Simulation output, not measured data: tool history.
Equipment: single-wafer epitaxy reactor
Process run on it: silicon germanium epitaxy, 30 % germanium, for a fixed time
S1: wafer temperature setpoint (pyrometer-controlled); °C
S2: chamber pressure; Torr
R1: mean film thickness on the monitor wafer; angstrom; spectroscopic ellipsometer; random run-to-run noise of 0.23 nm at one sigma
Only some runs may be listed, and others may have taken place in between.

run    day   S1    S2      R1
  1  0.000  600  14.8  559.27
  2  0.133  590  14.8  453.42
  3  0.458  590  15.7  462.68
  4  0.754  582  15.7  388.04
  5  0.988  582  16.8  395.63
  6  1.221  589  16.8  462.88
  7  1.442  594  16.8  512.26
  8  1.696  598  16.8  557.84
  9  1.971  602  16.8  603.87
 10  2.217  605  16.8  645.00
 11  2.288  607  16.8  673.51
 12  2.525  609  16.8  703.87
 13  2.746  611  16.8  730.09
 14  2.983  612  16.8  743.89

Run 15 has not been measured yet. What should we expect?
 15  3.283  613  16.8   ?

For run 15 the tool returned R1 759.14 angstrom.
